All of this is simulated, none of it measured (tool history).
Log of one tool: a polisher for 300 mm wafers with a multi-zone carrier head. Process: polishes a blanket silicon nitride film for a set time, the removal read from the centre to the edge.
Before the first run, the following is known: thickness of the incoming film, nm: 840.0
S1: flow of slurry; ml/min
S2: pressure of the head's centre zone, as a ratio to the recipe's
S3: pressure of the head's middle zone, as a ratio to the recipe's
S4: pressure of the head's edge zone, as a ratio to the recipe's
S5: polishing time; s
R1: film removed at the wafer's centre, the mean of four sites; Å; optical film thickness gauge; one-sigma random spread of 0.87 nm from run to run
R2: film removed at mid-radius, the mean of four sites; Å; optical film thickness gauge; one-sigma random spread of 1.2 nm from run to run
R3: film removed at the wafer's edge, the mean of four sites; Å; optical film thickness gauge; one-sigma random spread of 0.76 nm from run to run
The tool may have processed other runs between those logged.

run  hour   S1    S2    S3    S4  S5      R1      R2      R3
  1     0  225     1     1     1  57  1710.7  1731.6  1640.6
  2   1.9  225     1     1  0.96  57  1712.9  1767.4  1646.7
  3   5.1  205  0.96  0.96  0.94  51  1422.7  1473.3  1437.4
  4  12.2  205  0.96  0.96  0.94  42  1173.2  1190.5  1188.1
  5  17.1  205  0.96  0.96  1.02  42  1164.8  1217.6  1220.3
  6    22  205  0.93  0.96  1.02  42  1149.4  1259.6  1214.6
  7  28.2  140  0.83  0.86  0.97  26  576.23  635.07  711.69

For run 8, what comes out?
  8  36.2  165  0.83  0.87  0.98  26   ?   ?   ?

R1: 609.77 Å
R2: 645.58 Å
R3: 736.22 Å

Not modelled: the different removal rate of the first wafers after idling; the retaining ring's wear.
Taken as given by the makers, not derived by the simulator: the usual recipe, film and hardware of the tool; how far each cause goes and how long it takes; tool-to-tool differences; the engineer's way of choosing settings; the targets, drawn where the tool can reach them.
